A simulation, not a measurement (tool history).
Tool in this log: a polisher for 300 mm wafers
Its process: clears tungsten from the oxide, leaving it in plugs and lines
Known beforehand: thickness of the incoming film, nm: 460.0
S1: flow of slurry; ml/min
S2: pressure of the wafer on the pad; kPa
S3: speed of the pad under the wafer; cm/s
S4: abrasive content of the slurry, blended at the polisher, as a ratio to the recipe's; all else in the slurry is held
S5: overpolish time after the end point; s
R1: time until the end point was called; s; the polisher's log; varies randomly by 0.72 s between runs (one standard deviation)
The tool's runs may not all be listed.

| run | hour | S1 | S2 | S3 | S4 | S5 | R1 |
|---|---|---|---|---|---|---|---|
| 1 | 0 | 235 | 30.3 | 122 | 1 | 34 | 56.639 |
| 2 | 7.5 | 235 | 33.1 | 122 | 1 | 34 | 52.797 |
| 3 | 14.7 | 235 | 33.1 | 122 | 0.8 | 34 | 56.73 |
| 4 | 19.9 | 200 | 33.1 | 122 | 0.8 | 34 | 55.524 |
| 5 | 23.1 | 200 | 33.1 | 106 | 0.8 | 34 | 62.565 |
| 6 | 29.3 | 200 | 35.9 | 106 | 0.8 | 34 | 57.324 |
| 7 | 34.7 | 200 | 37.2 | 106 | 0.8 | 34 | 56.78 |

For run 8, what comes out?
| 8 | 41.5 | 200 | 37.2 | 106 | 0.8 | 34 | ? |

R1: 54.636 s
